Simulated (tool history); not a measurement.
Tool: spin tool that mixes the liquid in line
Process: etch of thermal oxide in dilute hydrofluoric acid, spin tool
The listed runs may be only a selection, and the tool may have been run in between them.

run,hour,temperature setpoint of the liquid (°C),parts of water to one part of 49 % hydrofluoric acid (parts by volume),time under the liquid (s),thickness taken off the thermal oxide on a monitor wafer (angstrom)
1,0.0,22.0,40,15,18.817
2,5.6,23.5,35,15,23.441
3,12.1,24.5,35,15,24.205
4,16.7,24.5,45,15,18.801
5,17.6,24.5,35,15,23.801
6,21.5,25.5,35,15,25.137
7,22.6,26.5,35,15,26.393
8,26.2,27.0,35,15,26.848
9,29.3,30.0,25,15,43.082
10,37.7,29.5,25,15,42.497
11,39.1,29.0,25,15,41.815

Expected results for the next run?
12,43.7,28.5,25,15,?

{"run 12": {"thickness taken off the thermal oxide on a monitor wafer (angstrom)": 39.997}}

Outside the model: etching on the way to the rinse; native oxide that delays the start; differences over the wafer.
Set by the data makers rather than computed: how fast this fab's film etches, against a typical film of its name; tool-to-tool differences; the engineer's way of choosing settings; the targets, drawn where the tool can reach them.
